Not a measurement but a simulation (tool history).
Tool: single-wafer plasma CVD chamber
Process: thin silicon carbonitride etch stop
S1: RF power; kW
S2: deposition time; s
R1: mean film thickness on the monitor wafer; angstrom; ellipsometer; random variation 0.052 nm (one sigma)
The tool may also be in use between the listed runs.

run,hour,S1,S2,R1
1,0,0.175,17.4,98.286
2,7.9,0.185,17.4,98.599
3,12.1,0.205,17.4,100.79
4,15.6,0.205,18,104.36
5,18.3,0.205,19.7,114.8
6,24.9,0.205,19.9,115.7
7,30.1,0.205,20.1,115.96
8,31.2,0.205,20.1,116.42
9,37.1,0.205,20.3,118.02
10,45.8,0.205,20.5,119.48
11,50.1,0.205,20.6,119.53

Run 12 comes next. What will it give?
12,58,0.205,20.7,?

R1: 120.38 angstrom

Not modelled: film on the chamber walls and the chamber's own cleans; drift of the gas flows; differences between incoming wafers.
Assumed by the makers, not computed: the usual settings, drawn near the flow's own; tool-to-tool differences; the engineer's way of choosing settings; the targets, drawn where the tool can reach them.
